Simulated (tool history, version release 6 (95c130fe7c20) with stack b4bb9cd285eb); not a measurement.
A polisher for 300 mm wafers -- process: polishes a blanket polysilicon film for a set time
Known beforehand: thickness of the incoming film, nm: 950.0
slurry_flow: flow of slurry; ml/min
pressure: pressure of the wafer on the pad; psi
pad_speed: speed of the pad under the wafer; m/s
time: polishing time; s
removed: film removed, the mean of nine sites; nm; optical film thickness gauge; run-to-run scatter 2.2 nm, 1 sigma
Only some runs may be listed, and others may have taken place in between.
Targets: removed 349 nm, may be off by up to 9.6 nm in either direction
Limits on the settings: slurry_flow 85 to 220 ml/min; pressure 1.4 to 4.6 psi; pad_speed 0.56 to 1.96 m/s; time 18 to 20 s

Run 1, hour 0: slurry_flow 140 ml/min, pressure 3 psi, pad_speed 1.26 m/s, time 20 s. Result: removed 266.52 nm.
Run 2, hour 3.7: slurry_flow 145 ml/min, pressure 3.1 psi, pad_speed 1.26 m/s, time 20 s. Result: removed 268.88 nm.
Run 3, hour 8.3: slurry_flow 145 ml/min, pressure 3.1 psi, pad_speed 1.26 m/s, time 18 s. Result: removed 245.61 nm.
Run 4, hour 11: slurry_flow 145 ml/min, pressure 3.3 psi, pad_speed 1.26 m/s, time 18 s. Result: removed 252.36 nm.
Run 5, hour 12.6: slurry_flow 145 ml/min, pressure 2.9 psi, pad_speed 1.26 m/s, time 18 s. Result: removed 233.45 nm.
Run 6, hour 15.8: slurry_flow 145 ml/min, pressure 2.9 psi, pad_speed 1.46 m/s, time 18 s. Result: removed 272.16 nm.
Run 7, hour 24.6: slurry_flow 145 ml/min, pressure 3.1 psi, pad_speed 1.46 m/s, time 18 s. Result: removed 283.6 nm.
Run 8, hour 30.2: slurry_flow 145 ml/min, pressure 3.2 psi, pad_speed 1.46 m/s, time 18 s. Result: removed 286.36 nm.
Run 9, hour 32.3: slurry_flow 145 ml/min, pressure 3.4 psi, pad_speed 1.46 m/s, time 18 s. Result: removed 298.26 nm.

5 candidate next runs follow, results not yet known. Just one meets every target within its allowed miss. Identify it.
Run A, hour 34.4: slurry_flow 155 ml/min, pressure 3.5 psi, pad_speed 1.46 m/s, time 20 s. Result: removed ?.
Run B, hour 34.4: slurry_flow 175 ml/min, pressure 3.2 psi, pad_speed 1.72 m/s, time 19 s. Result: removed ?.
Run C, hour 34.4: slurry_flow 140 ml/min, pressure 2.4 psi, pad_speed 1.68 m/s, time 18 s. Result: removed ?.
Run D, hour 34.4: slurry_flow 170 ml/min, pressure 3.3 psi, pad_speed 1.82 m/s, time 18 s. Result: removed ?.
Run E, hour 34.4: slurry_flow 140 ml/min, pressure 4.5 psi, pad_speed 1.46 m/s, time 19 s. Result: removed ?.

move  removed
   A   344.65
   B   369.56
   C   275.09
   D   375.81
   E   382.85
A: in spec on every target
B: pushes the last run's worst result past its target
C: misses by more than the last run did
D: pushes the last run's worst result past its target
E: pushes the last run's worst result past its target
Answer: A
